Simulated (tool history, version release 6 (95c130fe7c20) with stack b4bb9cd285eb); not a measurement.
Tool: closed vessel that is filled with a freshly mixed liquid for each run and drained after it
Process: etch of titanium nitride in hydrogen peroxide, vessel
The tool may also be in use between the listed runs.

run	hour	temperature setpoint of the liquid (°C)	concentration of hydrogen peroxide in the mixed liquid (% by weight)	time in the liquid (s)	thickness taken off the titanium nitride on a monitor wafer (angstrom)
1	0.0	53.0	18	260	115.730
2	8.4	51.0	18	260	100.230
3	15.1	51.0	15	260	98.037
4	21.0	51.0	18	260	100.870
5	23.5	57.0	18	260	151.690
6	24.8	57.0	20	260	157.240
7	28.7	54.5	20	260	132.130
8	34.8	52.5	20	260	115.330
9	41.3	50.5	20	260	99.384
10	44.4	49.0	20	260	89.062
11	51.2	47.5	20	260	79.362
12	53.9	46.5	20	260	74.169
13	62.3	45.5	20	260	69.829
14	67.8	44.5	20	260	64.289
15	75.7	43.5	20	260	59.394
16	79.0	43.0	20	260	57.175
17	80.2	43.0	20	260	57.631

Run 18 comes next. What will it give?
18	85.9	42.5	20	260	?

thickness taken off the titanium nitride on a monitor wafer (angstrom): 54.749
